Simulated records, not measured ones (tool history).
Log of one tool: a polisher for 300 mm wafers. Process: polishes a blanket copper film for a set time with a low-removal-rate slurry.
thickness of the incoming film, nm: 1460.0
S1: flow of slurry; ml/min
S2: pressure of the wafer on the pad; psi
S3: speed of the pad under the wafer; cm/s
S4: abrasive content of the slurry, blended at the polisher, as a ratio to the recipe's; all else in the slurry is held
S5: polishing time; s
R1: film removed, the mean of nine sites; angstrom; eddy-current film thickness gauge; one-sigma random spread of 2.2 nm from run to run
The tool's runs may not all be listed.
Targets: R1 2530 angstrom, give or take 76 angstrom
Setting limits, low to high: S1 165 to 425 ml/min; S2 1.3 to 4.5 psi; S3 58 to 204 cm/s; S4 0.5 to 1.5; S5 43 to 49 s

run 1 hour=0 | S1=275 S2=2.9 S3=130 S4=1 S5=49 | R1=1485.2
run 2 hour=2.3 | S1=275 S2=2.9 S3=130 S4=1 S5=43 | R1=1316.1
run 3 hour=9.4 | S1=275 S2=3.3 S3=134 S4=1 S5=43 | R1=1501.1
run 4 hour=12.4 | S1=225 S2=3.3 S3=134 S4=1 S5=43 | R1=1470.4
run 5 hour=16.5 | S1=245 S2=3.6 S3=140 S4=1 S5=43 | R1=1650.8
run 6 hour=24.6 | S1=245 S2=3.6 S3=140 S4=1.15 S5=43 | R1=1684.2
run 7 hour=26.9 | S1=250 S2=4.4 S3=154 S4=1.15 S5=43 | R1=2121.6
run 8 hour=35.1 | S1=250 S2=4.4 S3=160 S4=1.15 S5=43 | R1=2148.2
run 9 hour=41.2 | S1=250 S2=4.4 S3=168 S4=1.15 S5=43 | R1=2230
run 10 hour=43.3 | S1=250 S2=4.4 S3=174 S4=1.15 S5=43 | R1=2296.3
run 11 hour=48.5 | S1=250 S2=4.4 S3=178 S4=1.15 S5=43 | R1=2356.6

Which single option among these 5 for the next run brings every result within its allowed miss of target? Just one does.
run A hour=53.7 | S1=235 S2=4.4 S3=158 S4=1.1 S5=47 | R1=?
run B hour=53.7 | S1=275 S2=4.3 S3=164 S4=1.2 S5=45 | R1=?
run C hour=53.7 | S1=260 S2=4.4 S3=174 S4=1.05 S5=44 | R1=?
run D hour=53.7 | S1=255 S2=4.2 S3=194 S4=1.25 S5=45 | R1=?
run E hour=53.7 | S1=225 S2=4.5 S3=184 S4=1.15 S5=49 | R1=?

move=A R1=2335.5
move=B R1=2325.9
move=C R1=2335.5
move=D R1=2551.2
move=E R1=2756.8
A: moves away from the targets compared with the last run
B: moves away from the targets compared with the last run
C: moves away from the targets compared with the last run
D: every result lands within tolerance
E: the result that was furthest off in the last run now lies on the other side of its target
Go with D: it meets all targets.

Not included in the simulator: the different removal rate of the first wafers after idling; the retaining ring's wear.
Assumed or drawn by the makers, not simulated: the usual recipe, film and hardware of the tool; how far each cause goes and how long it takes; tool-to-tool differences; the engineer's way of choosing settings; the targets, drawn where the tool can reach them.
